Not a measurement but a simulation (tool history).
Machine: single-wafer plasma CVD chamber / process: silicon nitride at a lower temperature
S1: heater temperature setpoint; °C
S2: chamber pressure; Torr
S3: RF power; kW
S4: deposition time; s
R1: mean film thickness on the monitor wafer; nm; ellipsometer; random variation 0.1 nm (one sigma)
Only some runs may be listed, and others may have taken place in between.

run	hour	S1	S2	S3	S4	R1
1	0	345	1.8	0.245	36.6	38.365
2	8.6	345	1.8	0.245	36.6	38.341
3	14.1	345	1.67	0.235	36.6	36.682
4	15.4	345	1.58	0.225	36.6	35.268
5	18	335	1.58	0.225	36.6	35.441
6	26.9	335	1.5	0.22	36.6	34.534
7	32.8	335	1.43	0.215	36.6	33.632
8	38	335	1.38	0.215	36.6	33.514

Run 9, settings as shown, results not yet in. Your forecast:
9	46.4	335	1.33	0.215	36.6	?

R1: 33.464 nm
